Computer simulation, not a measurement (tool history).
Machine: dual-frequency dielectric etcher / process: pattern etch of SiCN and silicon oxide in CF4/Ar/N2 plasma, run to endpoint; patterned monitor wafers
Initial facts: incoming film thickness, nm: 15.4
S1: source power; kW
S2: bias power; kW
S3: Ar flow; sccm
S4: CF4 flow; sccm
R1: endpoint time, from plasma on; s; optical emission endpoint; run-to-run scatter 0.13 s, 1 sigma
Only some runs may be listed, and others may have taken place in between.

run    day     S1     S2   S3  S4      R1
  1  0.000  0.350  0.069  134  59  26.256
  2  0.138  0.320  0.069  134  59  28.808
  3  0.404  0.270  0.069  134  59  35.349
  4  0.679  0.270  0.069  155  59  35.891
  5  0.800  0.280  0.069  155  59  34.366
  6  1.050  0.220  0.069  155  59  46.327
  7  1.304  0.240  0.069  155  59  41.463
  8  1.388  0.250  0.069  155  59  39.446
  9  1.425  0.260  0.069  155  59  37.648
 10  1.492  0.270  0.069  155  59  35.888
 11  1.817  0.280  0.069  155  59  34.530
 12  1.912  0.300  0.069  155  59  31.790

Run 13 has not been measured yet. What should we expect?
 13  2.062  0.300  0.069  155  59   ?

Run 13 came out at R1 31.582 s.
